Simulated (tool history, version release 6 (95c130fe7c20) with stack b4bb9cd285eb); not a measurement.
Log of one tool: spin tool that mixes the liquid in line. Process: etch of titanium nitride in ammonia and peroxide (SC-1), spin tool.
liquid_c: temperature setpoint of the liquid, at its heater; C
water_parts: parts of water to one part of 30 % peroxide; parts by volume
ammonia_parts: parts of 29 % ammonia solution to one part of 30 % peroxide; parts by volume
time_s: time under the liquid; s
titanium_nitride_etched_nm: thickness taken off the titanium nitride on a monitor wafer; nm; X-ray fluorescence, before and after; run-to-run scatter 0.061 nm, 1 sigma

run 1 hour=0.0 | liquid_c=51.0 water_parts=10.0 ammonia_parts=0.70 time_s=65 | titanium_nitride_etched_nm=3.0819
run 2 hour=6.3 | liquid_c=51.0 water_parts=12.5 ammonia_parts=0.70 time_s=65 | titanium_nitride_etched_nm=2.7635
run 3 hour=14.1 | liquid_c=55.0 water_parts=12.5 ammonia_parts=0.70 time_s=65 | titanium_nitride_etched_nm=3.6353
run 4 hour=22.5 | liquid_c=55.0 water_parts=12.5 ammonia_parts=0.95 time_s=65 | titanium_nitride_etched_nm=3.8446
run 5 hour=28.1 | liquid_c=55.0 water_parts=12.5 ammonia_parts=0.95 time_s=65 | titanium_nitride_etched_nm=3.7536
run 6 hour=34.7 | liquid_c=55.0 water_parts=12.5 ammonia_parts=0.85 time_s=65 | titanium_nitride_etched_nm=3.7141
run 7 hour=39.7 | liquid_c=57.5 water_parts=12.5 ammonia_parts=0.85 time_s=65 | titanium_nitride_etched_nm=4.4714
run 8 hour=41.7 | liquid_c=59.5 water_parts=12.5 ammonia_parts=0.85 time_s=65 | titanium_nitride_etched_nm=5.0542
run 9 hour=42.9 | liquid_c=61.0 water_parts=12.5 ammonia_parts=0.85 time_s=65 | titanium_nitride_etched_nm=5.5639
run 10 hour=49.6 | liquid_c=62.0 water_parts=12.5 ammonia_parts=0.85 time_s=65 | titanium_nitride_etched_nm=5.9789
run 11 hour=57.6 | liquid_c=62.5 water_parts=12.5 ammonia_parts=0.85 time_s=65 | titanium_nitride_etched_nm=6.1560

Forecast run 12:
run 12 hour=65.4 | liquid_c=63.0 water_parts=12.5 ammonia_parts=0.85 time_s=65 | titanium_nitride_etched_nm=?

{"run 12": {"titanium_nitride_etched_nm": 6.37}}

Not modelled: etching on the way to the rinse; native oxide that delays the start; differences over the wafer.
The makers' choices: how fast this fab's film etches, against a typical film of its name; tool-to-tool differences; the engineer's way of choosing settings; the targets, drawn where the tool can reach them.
